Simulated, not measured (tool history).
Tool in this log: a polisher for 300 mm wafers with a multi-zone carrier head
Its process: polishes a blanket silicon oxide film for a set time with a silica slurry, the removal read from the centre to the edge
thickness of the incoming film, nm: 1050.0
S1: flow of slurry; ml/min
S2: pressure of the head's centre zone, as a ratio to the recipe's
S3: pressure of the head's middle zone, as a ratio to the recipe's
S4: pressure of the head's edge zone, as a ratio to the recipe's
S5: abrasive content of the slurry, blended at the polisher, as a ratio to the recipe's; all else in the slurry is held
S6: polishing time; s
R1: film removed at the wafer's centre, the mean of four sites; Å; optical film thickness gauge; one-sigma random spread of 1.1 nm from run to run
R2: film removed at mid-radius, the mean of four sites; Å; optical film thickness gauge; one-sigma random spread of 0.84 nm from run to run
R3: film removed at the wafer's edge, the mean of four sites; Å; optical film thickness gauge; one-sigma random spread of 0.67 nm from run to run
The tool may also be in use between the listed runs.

run	hour	S1	S2	S3	S4	S5	S6	R1	R2	R3
1	0.0	315	1.00	1.00	1.00	1.00	41	892.37	936.86	976.82
2	7.7	315	1.00	0.99	0.98	0.95	41	883.33	918.60	938.72
3	11.5	310	0.99	0.97	0.96	0.95	41	887.66	898.78	947.56
4	13.2	310	0.99	0.97	0.95	0.90	41	835.87	886.33	897.83
5	15.1	310	0.99	0.96	0.94	0.90	41	849.82	881.68	911.88
# hour 16.4: centre zone pressure recalibrated
6	16.4	310	1.00	0.95	0.93	0.85	41	893.15	851.48	895.24
7	20.9	310	0.99	0.95	0.92	0.85	41	887.45	852.20	875.87
8	21.9	305	0.98	0.95	0.92	0.85	41	872.44	841.28	872.46

Run 9 has not been measured yet. What should we expect?
9	23.9	300	0.97	0.95	0.92	0.85	41	?	?	?

Run 9 came out at R1 868.57 Å, R2 856.00 Å, R3 881.45 Å.

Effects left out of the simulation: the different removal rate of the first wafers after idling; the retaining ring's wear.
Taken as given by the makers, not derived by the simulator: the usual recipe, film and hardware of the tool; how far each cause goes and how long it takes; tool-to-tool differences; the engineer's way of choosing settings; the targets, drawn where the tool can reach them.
